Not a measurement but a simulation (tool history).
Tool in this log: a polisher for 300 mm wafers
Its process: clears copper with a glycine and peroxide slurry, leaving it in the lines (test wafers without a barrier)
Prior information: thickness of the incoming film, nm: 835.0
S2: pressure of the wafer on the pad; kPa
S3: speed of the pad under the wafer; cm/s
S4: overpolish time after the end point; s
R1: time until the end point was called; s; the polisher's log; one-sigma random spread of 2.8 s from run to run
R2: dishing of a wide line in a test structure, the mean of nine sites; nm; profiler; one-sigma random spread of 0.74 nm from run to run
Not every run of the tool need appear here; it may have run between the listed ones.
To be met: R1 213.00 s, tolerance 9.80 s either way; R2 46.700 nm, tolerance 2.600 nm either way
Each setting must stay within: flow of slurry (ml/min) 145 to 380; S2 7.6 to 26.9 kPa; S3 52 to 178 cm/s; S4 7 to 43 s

Run 1, hour 0.0: flow of slurry (ml/min) 245, S2 17.2 kPa, S3 114 cm/s, S4 22 s. Result: R1 164.76 s, R2 70.043 nm.
Run 2, hour 3.9: flow of slurry (ml/min) 300, S2 17.2 kPa, S3 114 cm/s, S4 22 s. Result: R1 158.58 s, R2 70.710 nm.
Run 3, hour 8.7: flow of slurry (ml/min) 300, S2 15.9 kPa, S3 114 cm/s, S4 20 s. Result: R1 171.51 s, R2 64.056 nm.
Run 4, hour 12.0: flow of slurry (ml/min) 275, S2 15.9 kPa, S3 114 cm/s, S4 20 s. Result: R1 172.91 s, R2 62.531 nm.
Run 5, hour 15.9: flow of slurry (ml/min) 235, S2 15.9 kPa, S3 114 cm/s, S4 20 s. Result: R1 175.37 s, R2 62.697 nm.
Run 6, hour 24.7: flow of slurry (ml/min) 235, S2 15.2 kPa, S3 114 cm/s, S4 19 s. Result: R1 179.18 s, R2 59.735 nm.
Run 7, hour 32.3: flow of slurry (ml/min) 235, S2 11.0 kPa, S3 112 cm/s, S4 14 s. Result: R1 239.19 s, R2 37.410 nm.
Run 8, hour 33.1: flow of slurry (ml/min) 235, S2 11.7 kPa, S3 112 cm/s, S4 15 s. Result: R1 226.93 s, R2 41.030 nm.

Next run, 4 choices. One meets every target within its allowed miss, the rest don't. Which?
Run A, hour 33.9: flow of slurry (ml/min) 240, S2 9.7 kPa, S3 130 cm/s, S4 18 s. Result: R1 ?, R2 ?.
Run B, hour 33.9: flow of slurry (ml/min) 225, S2 13.8 kPa, S3 98 cm/s, S4 17 s. Result: R1 ?, R2 ?.
Run C, hour 33.9: flow of slurry (ml/min) 255, S2 11.0 kPa, S3 104 cm/s, S4 22 s. Result: R1 ?, R2 ?.
Run D, hour 33.9: flow of slurry (ml/min) 240, S2 11.0 kPa, S3 98 cm/s, S4 14 s. Result: R1 ?, R2 ?.

move      R1      R2
   A  240.99  45.242
   B  218.53  47.594
   C  246.37  52.525
   D  256.45  35.487
A: the worst result of the last run now meets its target, but another is out of spec
B: every result within its allowed miss
C: carries the result that was furthest off beyond its target, to the other side
D: misses by more than the last run did
The move that meets every target is B.
